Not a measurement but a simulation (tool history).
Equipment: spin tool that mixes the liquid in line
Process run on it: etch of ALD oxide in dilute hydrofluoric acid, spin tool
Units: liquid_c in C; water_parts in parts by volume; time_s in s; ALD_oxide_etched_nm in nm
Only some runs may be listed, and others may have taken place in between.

run    day  liquid_c  water_parts  time_s  ALD_oxide_etched_nm
  1  0.000      21.0           55     120               20.997
  2  0.079      21.0           45     120               26.164
  3  0.300      22.0           45     120               27.210
  4  0.346      19.5           45     120               24.408
  5  0.679      21.0           45     120               26.254
  6  0.796      22.0           45     120               27.457
  7  0.862      23.0           45     120               28.628

Run 8, settings as shown, results not yet in. Your forecast:
  8  0.912      23.5           45     120                    ?

{"run 8": {"ALD_oxide_etched_nm": 28.804}}
